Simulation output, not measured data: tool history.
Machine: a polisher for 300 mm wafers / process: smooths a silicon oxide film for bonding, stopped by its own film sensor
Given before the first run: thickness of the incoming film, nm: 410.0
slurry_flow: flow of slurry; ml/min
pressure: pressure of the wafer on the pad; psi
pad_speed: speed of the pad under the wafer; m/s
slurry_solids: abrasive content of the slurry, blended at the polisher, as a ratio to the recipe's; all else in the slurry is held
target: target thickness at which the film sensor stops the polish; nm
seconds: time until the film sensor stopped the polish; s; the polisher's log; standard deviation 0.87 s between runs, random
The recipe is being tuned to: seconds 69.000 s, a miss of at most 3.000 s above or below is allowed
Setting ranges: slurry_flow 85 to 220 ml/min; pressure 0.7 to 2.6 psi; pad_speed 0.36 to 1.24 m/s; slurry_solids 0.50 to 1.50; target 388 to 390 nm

run	hour	slurry_flow	pressure	pad_speed	slurry_solids	target	seconds
1	0.0	140	1.6	0.80	1.00	388	40.871
2	2.0	140	1.6	0.80	1.00	388	40.584
3	8.2	140	1.6	0.62	1.00	388	51.394
4	12.6	155	1.6	0.62	1.00	388	48.020
5	13.4	120	1.6	0.62	1.00	388	51.318
6	20.3	120	1.6	0.62	1.00	388	52.313
7	21.2	115	1.5	0.62	1.00	388	56.041
8	25.7	110	1.4	0.62	1.00	388	60.345
9	28.2	105	1.3	0.62	1.00	388	65.248
10	31.2	100	1.3	0.62	1.00	388	65.867
11	36.9	100	1.3	0.62	1.00	388	65.724

5 next moves are on the table. One of them brings every result within its allowed miss. Which?
A	42.6	100	1.5	0.54	0.95	389	?
B	42.6	85	1.4	0.64	1.00	389	?
C	42.6	95	1.5	0.64	0.75	390	?
D	42.6	90	1.0	0.86	0.85	389	?
E	42.6	85	1.5	0.60	0.95	388	?

move	seconds
A	63.051
B	60.486
C	59.581
D	68.597
E	64.023
A: moves away from the targets compared with the last run
B: moves away from the targets compared with the last run
C: moves away from the targets compared with the last run
D: each result inside its tolerance
E: moves away from the targets compared with the last run
Answer: D

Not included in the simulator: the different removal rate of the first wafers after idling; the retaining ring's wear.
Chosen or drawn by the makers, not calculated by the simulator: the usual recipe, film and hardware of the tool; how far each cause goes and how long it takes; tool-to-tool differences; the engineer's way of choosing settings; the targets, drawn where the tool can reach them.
